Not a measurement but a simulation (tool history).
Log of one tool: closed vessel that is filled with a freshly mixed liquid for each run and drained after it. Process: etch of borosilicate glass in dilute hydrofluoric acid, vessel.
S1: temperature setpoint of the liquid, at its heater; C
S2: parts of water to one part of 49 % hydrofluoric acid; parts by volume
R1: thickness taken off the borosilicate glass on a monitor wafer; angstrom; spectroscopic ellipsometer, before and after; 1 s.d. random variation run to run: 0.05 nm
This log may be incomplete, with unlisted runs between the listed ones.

run 1 hour=0 | S1=22 S2=255 time_in_the_liquid_(s)=75 | R1=122.6
run 2 hour=1.6 | S1=22 S2=310 time_in_the_liquid_(s)=75 | R1=94.702
run 3 hour=6 | S1=20.5 S2=325 time_in_the_liquid_(s)=75 | R1=84.16
run 4 hour=9.8 | S1=19.5 S2=340 time_in_the_liquid_(s)=75 | R1=75.891
run 5 hour=12.3 | S1=19.5 S2=340 time_in_the_liquid_(s)=55 | R1=56.438
-- hour=16.3 thermometer replaced
run 6 hour=16.3 | S1=19.5 S2=425 time_in_the_liquid_(s)=55 | R1=40.114

Run 7, settings as shown, results not yet in. Your forecast:
run 7 hour=25.3 | S1=22 S2=425 time_in_the_liquid_(s)=55 | R1=?

Run 7 yielded R1 43.259 angstrom.

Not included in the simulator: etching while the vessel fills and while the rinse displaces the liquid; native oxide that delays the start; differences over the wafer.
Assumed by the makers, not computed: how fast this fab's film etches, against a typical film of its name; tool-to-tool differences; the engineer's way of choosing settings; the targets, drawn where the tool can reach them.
